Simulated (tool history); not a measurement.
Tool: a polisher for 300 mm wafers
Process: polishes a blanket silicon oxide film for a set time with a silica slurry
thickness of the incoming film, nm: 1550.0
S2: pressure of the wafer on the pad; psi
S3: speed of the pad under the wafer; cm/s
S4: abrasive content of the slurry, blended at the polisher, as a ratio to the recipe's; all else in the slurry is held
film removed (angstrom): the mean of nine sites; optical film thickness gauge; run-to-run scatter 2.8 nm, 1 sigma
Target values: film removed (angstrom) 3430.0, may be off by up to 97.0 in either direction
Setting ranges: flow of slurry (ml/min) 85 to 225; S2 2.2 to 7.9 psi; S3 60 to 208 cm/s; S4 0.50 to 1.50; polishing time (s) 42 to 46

run 1 hour=0.0 | flow_of_slurry_(ml/min)=145 S2=5.0 S3=134 S4=1.00 polishing_time_(s)=46 | film_removed_(angstrom)=2455.4
run 2 hour=7.8 | flow_of_slurry_(ml/min)=145 S2=5.0 S3=134 S4=1.10 polishing_time_(s)=46 | film_removed_(angstrom)=2549.3
run 3 hour=12.6 | flow_of_slurry_(ml/min)=145 S2=5.0 S3=134 S4=1.10 polishing_time_(s)=42 | film_removed_(angstrom)=2320.2
run 4 hour=20.4 | flow_of_slurry_(ml/min)=155 S2=5.6 S3=134 S4=1.10 polishing_time_(s)=42 | film_removed_(angstrom)=2600.6
run 5 hour=27.9 | flow_of_slurry_(ml/min)=170 S2=5.6 S3=134 S4=1.10 polishing_time_(s)=42 | film_removed_(angstrom)=2600.4
run 6 hour=30.1 | flow_of_slurry_(ml/min)=170 S2=6.1 S3=134 S4=1.10 polishing_time_(s)=42 | film_removed_(angstrom)=2822.0
run 7 hour=36.3 | flow_of_slurry_(ml/min)=170 S2=6.5 S3=134 S4=1.10 polishing_time_(s)=42 | film_removed_(angstrom)=3053.2
run 8 hour=39.3 | flow_of_slurry_(ml/min)=170 S2=6.7 S3=134 S4=1.10 polishing_time_(s)=42 | film_removed_(angstrom)=3059.1
run 9 hour=45.9 | flow_of_slurry_(ml/min)=170 S2=6.9 S3=134 S4=1.10 polishing_time_(s)=42 | film_removed_(angstrom)=3177.6
run 10 hour=53.5 | flow_of_slurry_(ml/min)=170 S2=7.1 S3=134 S4=1.10 polishing_time_(s)=42 | film_removed_(angstrom)=3199.4
run 11 hour=59.3 | flow_of_slurry_(ml/min)=175 S2=7.2 S3=134 S4=1.10 polishing_time_(s)=42 | film_removed_(angstrom)=3310.5

Exactly one of the 5 candidate moves below puts every result within its allowed miss. Which one?
run A hour=65.1 | flow_of_slurry_(ml/min)=160 S2=7.7 S3=110 S4=1.30 polishing_time_(s)=46 | film_removed_(angstrom)=?
run B hour=65.1 | flow_of_slurry_(ml/min)=195 S2=7.1 S3=124 S4=1.00 polishing_time_(s)=44 | film_removed_(angstrom)=?
run C hour=65.1 | flow_of_slurry_(ml/min)=170 S2=7.7 S3=138 S4=1.05 polishing_time_(s)=45 | film_removed_(angstrom)=?
run D hour=65.1 | flow_of_slurry_(ml/min)=185 S2=7.3 S3=150 S4=1.05 polishing_time_(s)=43 | film_removed_(angstrom)=?
run E hour=65.1 | flow_of_slurry_(ml/min)=160 S2=7.3 S3=130 S4=1.40 polishing_time_(s)=44 | film_removed_(angstrom)=?

move=A film_removed_(angstrom)=3460.3
move=B film_removed_(angstrom)=3122.4
move=C film_removed_(angstrom)=3754.7
move=D film_removed_(angstrom)=3696.9
move=E film_removed_(angstrom)=3704.0
A: every result lands within tolerance
B: its largest miss is bigger than the last run's
C: takes the result that was furthest off past its target
D: takes the result that was furthest off past its target
E: takes the result that was furthest off past its target
Answer: A
